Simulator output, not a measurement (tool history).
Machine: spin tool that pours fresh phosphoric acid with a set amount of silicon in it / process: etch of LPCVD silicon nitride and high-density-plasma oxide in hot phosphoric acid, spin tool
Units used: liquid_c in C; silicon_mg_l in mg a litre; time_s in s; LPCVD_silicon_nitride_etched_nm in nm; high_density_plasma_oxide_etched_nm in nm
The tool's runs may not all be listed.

| run | hour | liquid_c | silicon_mg_l | time_s | LPCVD_silicon_nitride_etched_nm | high_density_plasma_oxide_etched_nm |
|---|---|---|---|---|---|---|
| 1 | 0.0 | 161.0 | 10.5 | 180 | 20.698 | 0.96088 |
| 2 | 1.6 | 159.5 | 10.5 | 180 | 19.745 | 0.89033 |
| 3 | 6.3 | 159.5 | 5.0 | 180 | 19.654 | 0.97800 |
| 4 | 13.4 | 158.5 | 5.0 | 180 | 19.007 | 0.90143 |
|  | 18.8 | thermometer replaced |
| 5 | 18.8 | 159.5 | 5.0 | 180 | 18.062 | 0.80113 |
| 6 | 22.8 | 159.0 | 5.0 | 180 | 17.925 | 0.80859 |
| 7 | 28.6 | 160.5 | 8.0 | 195 | 20.362 | 0.90427 |
| 8 | 34.9 | 163.0 | 1.5 | 285 | 32.251 | 1.83350 |
| 9 | 37.2 | 163.5 | 2.0 | 290 | 33.365 | 1.90290 |
| 10 | 42.8 | 164.0 | 2.5 | 295 | 34.372 | 1.84840 |
| 11 | 51.0 | 164.5 | 2.0 | 300 | 35.726 | 2.06980 |
| 12 | 57.8 | 165.0 | 2.0 | 305 | 36.939 | 2.17320 |
| 13 | 60.3 | 165.5 | 2.0 | 310 | 37.890 | 2.38110 |

For run 14, what comes out?
| 14 | 64.5 | 165.5 | 2.0 | 310 | ? | ? |

Run 14 produced LPCVD_silicon_nitride_etched_nm 38.248 nm, high_density_plasma_oxide_etched_nm 2.34580 nm.

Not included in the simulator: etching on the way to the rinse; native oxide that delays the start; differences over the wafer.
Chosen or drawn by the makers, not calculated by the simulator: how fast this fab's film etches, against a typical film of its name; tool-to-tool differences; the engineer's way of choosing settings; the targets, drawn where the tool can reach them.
